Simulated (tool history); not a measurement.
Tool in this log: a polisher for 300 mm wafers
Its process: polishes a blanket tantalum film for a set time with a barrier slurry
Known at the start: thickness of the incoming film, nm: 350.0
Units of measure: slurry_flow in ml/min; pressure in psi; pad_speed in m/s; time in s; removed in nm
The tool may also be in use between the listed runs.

run    day  slurry_flow  pressure  pad_speed  slurry_solids  time  removed
  1  0.000          125       1.3       1.14           1.00   126   193.88
  2  0.208          125       1.5       1.14           1.00   126   209.66
  3  0.471          125       1.5       1.14           0.85   126   208.61
  4  0.629          125       1.8       1.14           0.85   126   236.29
  5  0.704          125       1.6       1.12           0.85   126   209.81
  6  0.750          125       1.5       1.10           0.85   126   192.12

For run 7, what comes out?
  7  0.842          125       1.4       1.10           0.85   126        ?

removed: 187.18 nm

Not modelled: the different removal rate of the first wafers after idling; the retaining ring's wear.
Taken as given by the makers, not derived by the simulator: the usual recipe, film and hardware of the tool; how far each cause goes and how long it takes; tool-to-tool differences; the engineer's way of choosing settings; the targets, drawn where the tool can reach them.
